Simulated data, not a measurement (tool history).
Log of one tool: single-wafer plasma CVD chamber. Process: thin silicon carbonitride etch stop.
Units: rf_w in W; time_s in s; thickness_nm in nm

{"run": 1, "day": 0.0, "rf_w": 265, "time_s": 9.53, "thickness_nm": 5.8145}
{"run": 2, "day": 0.117, "rf_w": 250, "time_s": 9.47, "thickness_nm": 5.6972}
{"run": 3, "day": 0.375, "rf_w": 240, "time_s": 9.42, "thickness_nm": 5.5743}
{"run": 4, "day": 0.6, "rf_w": 240, "time_s": 10.07, "thickness_nm": 5.9854}
{"run": 5, "day": 0.762, "rf_w": 225, "time_s": 9.92, "thickness_nm": 5.7421}
{"run": 6, "day": 1.1, "rf_w": 225, "time_s": 11.18, "thickness_nm": 6.4837}
{"run": 7, "day": 1.358, "rf_w": 225, "time_s": 11.18, "thickness_nm": 6.5093}

The next listed run, before its measurement:
{"run": 8, "day": 1.388, "rf_w": 210, "time_s": 10.71, "thickness_nm": "?"}

thickness_nm: 6.0809 nm

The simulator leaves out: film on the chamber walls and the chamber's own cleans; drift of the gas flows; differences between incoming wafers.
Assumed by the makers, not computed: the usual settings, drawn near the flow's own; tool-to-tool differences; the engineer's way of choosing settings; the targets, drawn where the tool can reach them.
